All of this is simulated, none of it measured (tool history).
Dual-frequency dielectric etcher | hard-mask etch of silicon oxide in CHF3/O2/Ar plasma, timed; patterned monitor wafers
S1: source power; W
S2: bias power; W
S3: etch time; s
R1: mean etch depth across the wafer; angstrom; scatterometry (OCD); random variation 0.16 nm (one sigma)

run    day   S1   S2    S3      R1
  1  0.000  770  122  32.5  660.57
  2  0.358  840  128  32.5  690.17
  3  0.558  890  133  32.5  712.71
  4  0.704  830  133  32.5  695.07
  5  0.754  700  133  32.5  663.00
  6  1.012  700  133  32.5  661.86

Run 7 comes next. What will it give?
  7  1.229  760  141  32.5   ?

{"run 7": {"R1": 694.03}}
